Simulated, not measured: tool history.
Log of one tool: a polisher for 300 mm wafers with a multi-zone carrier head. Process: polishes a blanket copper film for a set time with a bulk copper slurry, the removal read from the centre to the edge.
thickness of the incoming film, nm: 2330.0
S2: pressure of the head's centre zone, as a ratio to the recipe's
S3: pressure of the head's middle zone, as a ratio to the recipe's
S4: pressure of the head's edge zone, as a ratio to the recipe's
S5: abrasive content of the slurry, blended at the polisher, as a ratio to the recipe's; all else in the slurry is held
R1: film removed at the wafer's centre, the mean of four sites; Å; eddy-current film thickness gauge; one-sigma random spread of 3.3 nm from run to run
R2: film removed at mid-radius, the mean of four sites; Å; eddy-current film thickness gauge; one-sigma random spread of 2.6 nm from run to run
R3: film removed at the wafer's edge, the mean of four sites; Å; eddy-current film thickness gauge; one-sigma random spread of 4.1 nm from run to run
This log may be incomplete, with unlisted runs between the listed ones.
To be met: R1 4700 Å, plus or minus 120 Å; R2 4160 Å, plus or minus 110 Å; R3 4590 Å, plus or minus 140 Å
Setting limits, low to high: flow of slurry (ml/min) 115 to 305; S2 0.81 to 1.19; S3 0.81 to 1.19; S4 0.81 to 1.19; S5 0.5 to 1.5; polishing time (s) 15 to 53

Run 1, hour 0: flow of slurry (ml/min) 195, S2 1, S3 1, S4 1, S5 1, polishing time (s) 34. Result: R1 5158 Å, R2 5109.4 Å, R3 4966.3 Å.
Run 2, hour 5.8: flow of slurry (ml/min) 195, S2 1, S3 0.96, S4 1, S5 1, polishing time (s) 34. Result: R1 5150.3 Å, R2 4938.2 Å, R3 5018.8 Å.
Run 3, hour 8.4: flow of slurry (ml/min) 180, S2 1, S3 0.93, S4 0.97, S5 0.95, polishing time (s) 34. Result: R1 5047.1 Å, R2 4720.4 Å, R3 4885.6 Å.
Run 4, hour 9.8: flow of slurry (ml/min) 180, S2 1, S3 0.93, S4 1.01, S5 0.95, polishing time (s) 34. Result: R1 5089 Å, R2 4718.4 Å, R3 4973.1 Å.
Run 5, hour 12: flow of slurry (ml/min) 180, S2 1, S3 1, S4 1.01, S5 0.95, polishing time (s) 34. Result: R1 5057.6 Å, R2 5068.6 Å, R3 4920 Å.
Run 6, hour 20.2: flow of slurry (ml/min) 170, S2 1, S3 0.96, S4 0.98, S5 0.9, polishing time (s) 34. Result: R1 4938.4 Å, R2 4753.6 Å, R3 4787.1 Å.
Run 7, hour 23.7: flow of slurry (ml/min) 160, S2 1, S3 0.93, S4 0.97, S5 0.9, polishing time (s) 34. Result: R1 4900.5 Å, R2 4621.6 Å, R3 4849.1 Å.
Run 8, hour 30: flow of slurry (ml/min) 140, S2 1.01, S3 0.85, S4 0.88, S5 0.7, polishing time (s) 34. Result: R1 4643 Å, R2 3967.7 Å, R3 4316.6 Å.
Run 9, hour 36.6: flow of slurry (ml/min) 145, S2 1, S3 0.85, S4 0.9, S5 0.7, polishing time (s) 34. Result: R1 4654 Å, R2 4055.9 Å, R3 4350.9 Å.
Run 10, hour 39.2: flow of slurry (ml/min) 145, S2 1, S3 0.85, S4 0.92, S5 0.7, polishing time (s) 34. Result: R1 4692.3 Å, R2 4048 Å, R3 4503.7 Å.
Run 11, hour 41.8: flow of slurry (ml/min) 145, S2 1, S3 0.85, S4 0.92, S5 0.7, polishing time (s) 34. Result: R1 4720.4 Å, R2 4013.3 Å, R3 4473.5 Å.

Exercise: of the 4 proposed moves below, exactly one satisfies all targets within the stated allowed misses. Which move is it?
Run A, hour 44.4: flow of slurry (ml/min) 220, S2 1.01, S3 0.84, S4 0.94, S5 1.1, polishing time (s) 31. Result: R1 ?, R2 ?, R3 ?.
Run B, hour 44.4: flow of slurry (ml/min) 155, S2 1, S3 0.83, S4 0.88, S5 0.7, polishing time (s) 34. Result: R1 ?, R2 ?, R3 ?.
Run C, hour 44.4: flow of slurry (ml/min) 145, S2 0.98, S3 0.86, S4 0.95, S5 0.8, polishing time (s) 34. Result: R1 ?, R2 ?, R3 ?.
Run D, hour 44.4: flow of slurry (ml/min) 225, S2 1.06, S3 0.81, S4 0.85, S5 0.5, polishing time (s) 34. Result: R1 ?, R2 ?, R3 ?.

move      R1      R2      R3
   A  4848.2  4095.4    4560
   B  4676.4    3960  4368.9
   C  4659.6  4121.8  4585.9
   D  4889.8  3879.4  4248.8
A: corrects the largest miss of the last run, while another result sits out of spec
B: misses by more than the last run did
C: in spec on every target
D: misses by more than the last run did
Move C is the one to make.
